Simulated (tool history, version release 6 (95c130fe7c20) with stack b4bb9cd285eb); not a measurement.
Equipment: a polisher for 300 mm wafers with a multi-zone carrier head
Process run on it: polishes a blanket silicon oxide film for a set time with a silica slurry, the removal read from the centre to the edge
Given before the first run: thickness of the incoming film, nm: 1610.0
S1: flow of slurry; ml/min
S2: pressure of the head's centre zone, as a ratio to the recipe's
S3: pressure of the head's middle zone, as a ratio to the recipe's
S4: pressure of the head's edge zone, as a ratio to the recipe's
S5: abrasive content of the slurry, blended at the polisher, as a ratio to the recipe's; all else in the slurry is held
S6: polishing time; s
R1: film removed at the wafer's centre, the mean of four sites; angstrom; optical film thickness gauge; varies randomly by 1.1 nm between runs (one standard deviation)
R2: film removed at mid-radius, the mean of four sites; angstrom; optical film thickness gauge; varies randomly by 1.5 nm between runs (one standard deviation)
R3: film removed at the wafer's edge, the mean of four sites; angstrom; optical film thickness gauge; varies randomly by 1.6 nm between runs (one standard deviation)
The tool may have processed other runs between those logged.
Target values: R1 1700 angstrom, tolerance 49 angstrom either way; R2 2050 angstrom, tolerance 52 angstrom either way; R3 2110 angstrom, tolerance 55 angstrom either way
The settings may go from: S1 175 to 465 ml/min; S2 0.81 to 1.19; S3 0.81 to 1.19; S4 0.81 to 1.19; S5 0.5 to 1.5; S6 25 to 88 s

run	hour	S1	S2	S3	S4	S5	S6	R1	R2	R3
1	0	295	1	1	1	1	56	1475.9	1526.9	1478.5
2	2.5	295	1.03	1	1	1	56	1515.9	1520.8	1486.1
3	9.8	320	1.03	1	1	1	56	1539.4	1523.2	1480.1
4	17.9	320	1.03	0.91	1	1	56	1554.8	1430.4	1486.6
5	26.4	320	1.11	0.91	1	1	56	1663.3	1427.2	1496.8
6	34.3	300	1.06	0.94	1.03	1.1	57	1650.6	1526.9	1547.2
7	42.6	275	1.01	0.94	1.06	1.15	60	1662.4	1586.3	1671.5
8	45.7	280	0.97	0.96	1.08	1.2	61	1656.2	1680.3	1774.3
9	46.7	305	0.95	0.98	1.1	1.25	61	1656.3	1768.7	1791.2
10	48.8	290	0.93	0.99	1.11	1.3	62	1675.8	1815.6	1837.9
11	55.1	295	0.91	0.99	1.13	1.35	63	1676.3	1877.6	1919.4
12	56.4	300	0.9	0.99	1.14	1.4	63	1698.7	1880.3	1964.6
13	63.4	305	0.89	1	1.15	1.4	63	1671.4	1923.4	1985.4
14	71	320	0.89	1	1.16	1.4	63	1681	1903.8	2007.6
15	77.5	330	0.89	1.01	1.17	1.4	63	1696.6	1960.9	2017.9
16	85.5	330	0.89	1.01	1.17	1.4	63	1688.4	1909.7	2015.9

Next run, 5 choices. One meets every target within its allowed miss, the rest don't. Which?
A	93.5	330	0.88	1.13	1.14	1.5	63	?	?	?
B	93.5	325	0.84	1.07	1.15	1.35	68	?	?	?
C	93.5	340	0.83	0.91	1.19	1.3	65	?	?	?
D	93.5	380	0.85	1.03	1.19	1.35	66	?	?	?
E	93.5	325	0.88	1.07	1.12	1.35	69	?	?	?

move	R1	R2	R3
A	1719.4	2196.8	2011.1
B	1718.3	2188	2110.1
C	1611.4	1811.1	2038.9
D	1711.6	2084.7	2107.3
E	1819.5	2219.8	2113.3
A: the result that was furthest off in the last run now lies on the other side of its target
B: the result that was furthest off in the last run now lies on the other side of its target
C: further off than the last run
D: every result within its allowed miss
E: the result that was furthest off in the last run now lies on the other side of its target
Go with D: it meets all targets.
